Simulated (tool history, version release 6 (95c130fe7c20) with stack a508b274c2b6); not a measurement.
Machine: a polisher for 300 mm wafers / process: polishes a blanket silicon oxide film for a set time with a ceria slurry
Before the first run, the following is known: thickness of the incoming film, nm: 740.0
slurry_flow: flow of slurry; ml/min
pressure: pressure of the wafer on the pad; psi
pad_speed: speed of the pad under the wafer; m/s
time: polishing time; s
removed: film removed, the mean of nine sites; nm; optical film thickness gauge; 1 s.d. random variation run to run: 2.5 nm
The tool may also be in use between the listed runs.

run	hour	slurry_flow	pressure	pad_speed	time	removed
1	0.0	225	4.1	1.30	44	263.17
2	7.9	225	4.1	1.30	46	270.09
3	12.5	225	3.2	1.30	46	222.33
4	16.5	225	3.2	1.30	46	226.82
5	18.2	225	2.9	1.30	46	208.04
6	25.8	225	3.7	1.30	46	248.14

Forecast run 7:
7	27.9	225	3.3	1.28	46	?

Run 7 measured removed 222.95 nm.

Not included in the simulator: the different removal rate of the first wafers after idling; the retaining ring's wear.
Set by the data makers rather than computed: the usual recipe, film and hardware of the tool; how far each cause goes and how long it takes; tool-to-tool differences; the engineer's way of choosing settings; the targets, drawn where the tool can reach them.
